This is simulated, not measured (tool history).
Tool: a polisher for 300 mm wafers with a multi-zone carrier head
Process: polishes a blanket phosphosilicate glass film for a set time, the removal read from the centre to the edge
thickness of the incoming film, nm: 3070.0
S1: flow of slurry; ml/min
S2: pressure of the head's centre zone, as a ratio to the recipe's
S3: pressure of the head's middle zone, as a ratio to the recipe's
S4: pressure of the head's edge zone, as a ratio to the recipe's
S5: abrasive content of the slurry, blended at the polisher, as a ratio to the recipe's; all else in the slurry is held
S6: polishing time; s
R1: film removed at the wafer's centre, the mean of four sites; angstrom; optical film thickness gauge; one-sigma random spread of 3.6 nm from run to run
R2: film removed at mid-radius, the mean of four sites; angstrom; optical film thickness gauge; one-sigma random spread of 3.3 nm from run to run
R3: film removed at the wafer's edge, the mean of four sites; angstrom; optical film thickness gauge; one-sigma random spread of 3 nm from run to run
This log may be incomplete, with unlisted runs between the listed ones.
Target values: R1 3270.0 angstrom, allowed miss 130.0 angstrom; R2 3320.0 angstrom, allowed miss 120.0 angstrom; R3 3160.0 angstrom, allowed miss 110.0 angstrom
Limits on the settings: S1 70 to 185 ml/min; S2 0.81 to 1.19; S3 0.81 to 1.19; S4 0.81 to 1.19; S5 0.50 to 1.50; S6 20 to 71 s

run 1 day=0.000 | S1=120 S2=1.00 S3=1.00 S4=1.00 S5=1.00 S6=45 | R1=2454.2 R2=2527.8 R3=2488.6
run 2 day=0.233 | S1=125 S2=1.01 S3=1.02 S4=1.02 S5=1.05 S6=45 | R1=2574.9 R2=2645.7 R3=2540.3
run 3 day=0.417 | S1=125 S2=1.01 S3=1.02 S4=0.98 S5=1.05 S6=45 | R1=2633.5 R2=2645.6 R3=2576.7
run 4 day=0.675 | S1=100 S2=1.01 S3=1.02 S4=0.98 S5=1.05 S6=45 | R1=2456.7 R2=2544.8 R3=2499.5
run 5 day=1.029 | S1=105 S2=1.01 S3=1.03 S4=0.99 S5=1.15 S6=45 | R1=2509.0 R2=2649.3 R3=2608.1
run 6 day=1.212 | S1=105 S2=1.01 S3=1.03 S4=0.99 S5=1.30 S6=45 | R1=2701.6 R2=2804.4 R3=2697.5
run 7 day=1.458 | S1=105 S2=1.01 S3=1.03 S4=0.99 S5=1.30 S6=45 | R1=2681.7 R2=2768.9 R3=2716.4
run 8 day=1.625 | S1=110 S2=1.01 S3=1.04 S4=1.00 S5=1.35 S6=45 | R1=2725.0 R2=2832.9 R3=2768.4
run 9 day=1.867 | S1=115 S2=1.02 S3=1.05 S4=1.01 S5=1.40 S6=45 | R1=2831.5 R2=2956.0 R3=2854.7
run 10 day=2.158 | S1=125 S2=1.03 S3=1.05 S4=1.02 S5=1.40 S6=45 | R1=2912.1 R2=3034.6 R3=2895.8
run 11 day=2.212 | S1=155 S2=1.07 S3=1.04 S4=1.09 S5=1.45 S6=45 | R1=3224.3 R2=3110.8 R3=3044.2
run 12 day=2.433 | S1=155 S2=1.07 S3=1.05 S4=1.09 S5=1.45 S6=45 | R1=3136.2 R2=3165.8 R3=3058.7
run 13 day=2.725 | S1=160 S2=1.07 S3=1.05 S4=1.09 S5=1.45 S6=45 | R1=3228.7 R2=3168.5 R3=3109.5

5 next moves are on the table. One of them brings every result within its allowed miss. Which?
run A day=3.017 | S1=185 S2=1.03 S3=1.04 S4=1.04 S5=1.50 S6=46 | R1=? R2=? R3=?
run B day=3.017 | S1=160 S2=1.08 S3=1.03 S4=1.10 S5=1.40 S6=45 | R1=? R2=? R3=?
run C day=3.017 | S1=180 S2=1.03 S3=0.94 S4=1.11 S5=1.50 S6=46 | R1=? R2=? R3=?
run D day=3.017 | S1=150 S2=1.14 S3=0.96 S4=1.08 S5=1.40 S6=46 | R1=? R2=? R3=?
run E day=3.017 | S1=145 S2=1.10 S3=1.06 S4=1.19 S5=1.50 S6=43 | R1=? R2=? R3=?

move=A R1=3273.6 R2=3371.9 R3=3193.3
move=B R1=3204.5 R2=3128.8 R3=3079.9
move=C R1=3256.8 R2=3084.1 R3=3278.7
move=D R1=3417.3 R2=2982.2 R3=3103.4
move=E R1=3134.4 R2=3083.5 R3=3080.8
A: hits every target within its allowed miss
B: moves away from the targets compared with the last run
C: moves away from the targets compared with the last run
D: moves away from the targets compared with the last run
E: moves away from the targets compared with the last run
Correct choice: A, which meets every target

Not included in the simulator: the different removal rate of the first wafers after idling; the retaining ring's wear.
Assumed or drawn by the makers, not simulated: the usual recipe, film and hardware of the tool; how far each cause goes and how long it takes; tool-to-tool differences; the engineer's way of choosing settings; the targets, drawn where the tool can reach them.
